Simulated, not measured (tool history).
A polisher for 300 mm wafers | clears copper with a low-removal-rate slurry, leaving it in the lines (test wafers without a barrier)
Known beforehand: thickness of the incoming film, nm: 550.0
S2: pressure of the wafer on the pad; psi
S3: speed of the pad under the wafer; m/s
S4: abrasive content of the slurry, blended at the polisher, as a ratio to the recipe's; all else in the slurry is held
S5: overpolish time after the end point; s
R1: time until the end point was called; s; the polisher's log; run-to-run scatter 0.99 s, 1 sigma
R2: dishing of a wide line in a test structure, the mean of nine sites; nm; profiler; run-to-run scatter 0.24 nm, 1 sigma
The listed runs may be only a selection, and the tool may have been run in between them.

run 1 hour=0.0 | flow_of_slurry_(ml/min)=180 S2=4.2 S3=0.84 S4=1.00 S5=26 | R1=127.18 R2=33.024
run 2 hour=6.3 | flow_of_slurry_(ml/min)=180 S2=4.2 S3=0.68 S4=1.00 S5=26 | R1=153.55 R2=31.476
run 3 hour=8.7 | flow_of_slurry_(ml/min)=180 S2=4.8 S3=0.68 S4=1.00 S5=26 | R1=140.15 R2=32.279
run 4 hour=16.9 | flow_of_slurry_(ml/min)=180 S2=4.8 S3=0.68 S4=0.90 S5=26 | R1=144.34 R2=31.734
run 5 hour=17.7 | flow_of_slurry_(ml/min)=170 S2=4.9 S3=0.70 S4=0.85 S5=23 | R1=142.53 R2=31.214
run 6 hour=22.8 | flow_of_slurry_(ml/min)=185 S2=4.6 S3=0.74 S4=0.95 S5=21 | R1=133.16 R2=29.743
run 7 hour=27.2 | flow_of_slurry_(ml/min)=200 S2=4.3 S3=0.76 S4=1.00 S5=19 | R1=133.94 R2=28.408
run 8 hour=33.4 | flow_of_slurry_(ml/min)=210 S2=4.1 S3=0.78 S4=1.05 S5=17 | R1=132.79 R2=27.521
run 9 hour=36.9 | flow_of_slurry_(ml/min)=220 S2=4.0 S3=0.82 S4=1.05 S5=16 | R1=129.07 R2=26.527
run 10 hour=41.8 | flow_of_slurry_(ml/min)=230 S2=3.9 S3=0.86 S4=0.95 S5=15 | R1=128.32 R2=25.643
run 11 hour=49.7 | flow_of_slurry_(ml/min)=240 S2=3.8 S3=0.90 S4=0.90 S5=14 | R1=127.35 R2=25.037
run 12 hour=56.8 | flow_of_slurry_(ml/min)=245 S2=3.7 S3=0.94 S4=0.85 S5=13 | R1=125.33 R2=23.772

Predict the results of run 13:
run 13 hour=58.5 | flow_of_slurry_(ml/min)=250 S2=3.6 S3=0.98 S4=0.80 S5=12 | R1=? R2=?

{"run 13": {"R1": 123.87, "R2": 22.469}}
